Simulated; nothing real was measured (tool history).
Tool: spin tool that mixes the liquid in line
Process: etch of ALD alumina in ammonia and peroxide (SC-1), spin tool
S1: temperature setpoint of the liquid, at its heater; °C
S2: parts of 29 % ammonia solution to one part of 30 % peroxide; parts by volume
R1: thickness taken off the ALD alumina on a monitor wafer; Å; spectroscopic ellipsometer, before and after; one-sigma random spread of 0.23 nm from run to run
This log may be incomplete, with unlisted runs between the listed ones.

Run 1, hour 0: S1 63 °C, S2 0.45 parts by volume, time under the liquid (s) 270. Result: R1 140.41 Å.
Run 2, hour 7.7: S1 63.5 °C, S2 0.5 parts by volume, time under the liquid (s) 270. Result: R1 147.8 Å.
Run 3, hour 8.8: S1 63.5 °C, S2 0.5 parts by volume, time under the liquid (s) 290. Result: R1 156.42 Å.
Run 4, hour 16: S1 64 °C, S2 0.55 parts by volume, time under the liquid (s) 290. Result: R1 162.24 Å.
Run 5, hour 23.1: S1 59 °C, S2 0.55 parts by volume, time under the liquid (s) 290. Result: R1 126.16 Å.
Run 6, hour 31.5: S1 52.5 °C, S2 0.55 parts by volume, time under the liquid (s) 290. Result: R1 87.052 Å.
Run 7, hour 38.4: S1 54.5 °C, S2 0.55 parts by volume, time under the liquid (s) 290. Result: R1 98.103 Å.
Run 8, hour 46.8: S1 54.5 °C, S2 0.55 parts by volume, time under the liquid (s) 290. Result: R1 97.284 Å.
Run 9, hour 53.7: S1 56 °C, S2 0.55 parts by volume, time under the liquid (s) 290. Result: R1 106.89 Å.

Run 10 comes next. What will it give?
At hour 56.8: heated supply line repaired.
Run 10, hour 56.8: S1 64 °C, S2 0.7 parts by volume, time under the liquid (s) 290. Result: R1 ?.

For run 10 the tool returned R1 192.02 Å.

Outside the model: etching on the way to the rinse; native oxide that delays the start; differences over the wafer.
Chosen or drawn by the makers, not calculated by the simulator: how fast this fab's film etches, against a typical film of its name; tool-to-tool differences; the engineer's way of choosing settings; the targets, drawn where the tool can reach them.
